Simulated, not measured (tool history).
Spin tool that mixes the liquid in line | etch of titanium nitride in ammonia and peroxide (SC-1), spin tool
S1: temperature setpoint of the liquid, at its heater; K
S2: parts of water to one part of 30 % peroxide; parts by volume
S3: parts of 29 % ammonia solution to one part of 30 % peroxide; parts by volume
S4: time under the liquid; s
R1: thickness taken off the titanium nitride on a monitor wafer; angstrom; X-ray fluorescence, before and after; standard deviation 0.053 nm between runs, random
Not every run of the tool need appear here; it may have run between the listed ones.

run  hour      S1    S2   S3  S4      R1
  1     0  324.15  26.5  0.4  75   33.87
  2   5.2  326.15  26.5  0.4  75  38.434
  3    11  326.15  26.5  0.3  75  36.272
  4  17.2  326.15    33  0.3  75  31.596
  5  18.5  328.15    33  0.3  75  36.765
     21.8  -- heated supply line repaired
  6  21.8  322.15    33  0.3  75  27.627
  7  24.6  325.65  32.5  0.3  75  35.241
  8  28.6  327.65  32.5  0.3  75  40.122
  9  33.7  328.65  32.5  0.3  75  44.145
 10  39.8  329.15  32.5  0.3  75   45.17
 11  41.9  329.65  32.5  0.3  75  46.483
 12  44.4  330.15  32.5  0.3  75  48.109

Run 13 comes next. What will it give?
 13  46.1  330.65  32.5  0.3  75   ?

R1: 50.058 angstrom
